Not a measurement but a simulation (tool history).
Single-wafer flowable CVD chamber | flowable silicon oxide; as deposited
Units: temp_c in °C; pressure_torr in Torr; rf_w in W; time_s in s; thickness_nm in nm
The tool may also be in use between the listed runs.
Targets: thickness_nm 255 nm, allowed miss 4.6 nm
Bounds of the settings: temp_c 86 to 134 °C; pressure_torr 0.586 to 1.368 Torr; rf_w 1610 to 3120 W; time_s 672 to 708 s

run	hour	temp_c	pressure_torr	rf_w	time_s	thickness_nm
1	0	110	0.977	2365	708	404.73
2	1.1	112	0.977	2365	708	383.26
3	5.1	113	0.977	2365	708	367.12
4	5.8	113	0.977	2365	708	365.24
5	10.8	113	0.977	2365	672	350.31
6	16.6	113	1.038	2365	672	370.1
7	24	114	1.038	2365	672	359.47
8	24.6	115	1.038	2365	672	346.6
9	32.4	116	1.038	2365	672	338.95
10	37.7	117	1.038	2365	672	328.38
11	42.5	118	1.038	2365	672	317.46
12	51.3	119	1.038	2365	672	307.34
13	55.2	120	1.038	2365	672	299.29

5 next moves are on the table. One of them brings every result within its allowed miss. Which?
A	59.1	119	1.096	2245	708	?
B	59.1	108	0.794	2825	707	?
C	59.1	129	1.134	2200	682	?
D	59.1	126	1.118	2405	708	?
E	59.1	121	1.134	2055	708	?

move	thickness_nm
A	336.99
B	361.64
C	253.87
D	286.54
E	321.2
A: further off than the last run
B: further off than the last run
C: meets every target
D: nearer than the last run, and not there yet
E: further off than the last run
Answer: C
